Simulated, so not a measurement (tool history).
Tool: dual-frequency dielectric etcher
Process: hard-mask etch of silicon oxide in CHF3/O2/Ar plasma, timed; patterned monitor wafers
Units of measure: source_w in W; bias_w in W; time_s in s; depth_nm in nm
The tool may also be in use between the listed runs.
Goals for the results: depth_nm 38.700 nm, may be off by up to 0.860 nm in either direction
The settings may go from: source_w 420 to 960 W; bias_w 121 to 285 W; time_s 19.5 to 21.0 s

run,hour,source_w,bias_w,time_s,depth_nm
1,0.0,690,203,21.0,44.869
2,5.7,670,201,21.0,44.016
3,11.6,650,200,21.0,43.489
4,16.1,630,199,21.0,42.795
5,17.4,620,198,21.0,42.714
6,21.2,600,197,21.0,42.070
7,25.2,590,196,21.0,41.718
8,30.4,470,186,21.0,37.414

Next run, 4 choices. One meets every target within its allowed miss, the rest don't. Which?
A,35.6,470,182,20.5,?
B,35.6,440,187,21.0,?
C,35.6,440,199,20.5,?
D,35.6,540,188,20.5,?

move,depth_nm
A,36.148
B,36.335
C,36.157
D,38.639
A: its largest miss is bigger than the last run's
B: its largest miss is bigger than the last run's
C: its largest miss is bigger than the last run's
D: in spec on every target
The right move is D.
